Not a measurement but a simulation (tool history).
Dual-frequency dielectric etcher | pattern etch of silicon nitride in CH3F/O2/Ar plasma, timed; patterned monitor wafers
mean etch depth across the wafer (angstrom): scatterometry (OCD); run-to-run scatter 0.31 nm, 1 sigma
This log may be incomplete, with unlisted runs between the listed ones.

| run | hour | source power (W) | bias power (W) | etch time (s) | mean etch depth across the wafer (angstrom) |
|---|---|---|---|---|---|
| 1 | 0.0 | 350 | 57 | 79.5 | 464.16 |
| 2 | 8.4 | 350 | 52 | 79.5 | 449.40 |
| 3 | 17.0 | 350 | 52 | 79.5 | 450.19 |
| 4 | 23.7 | 350 | 59 | 79.5 | 465.75 |
| 5 | 30.4 | 370 | 60 | 79.5 | 477.47 |
| 6 | 37.7 | 370 | 56 | 79.5 | 464.63 |
| 7 | 42.4 | 390 | 58 | 79.5 | 478.12 |

Run 8 has not been measured yet. What should we expect?
| 8 | 50.8 | 400 | 59 | 79.5 | ? |

For run 8 the tool returned mean etch depth across the wafer (angstrom) 481.35.

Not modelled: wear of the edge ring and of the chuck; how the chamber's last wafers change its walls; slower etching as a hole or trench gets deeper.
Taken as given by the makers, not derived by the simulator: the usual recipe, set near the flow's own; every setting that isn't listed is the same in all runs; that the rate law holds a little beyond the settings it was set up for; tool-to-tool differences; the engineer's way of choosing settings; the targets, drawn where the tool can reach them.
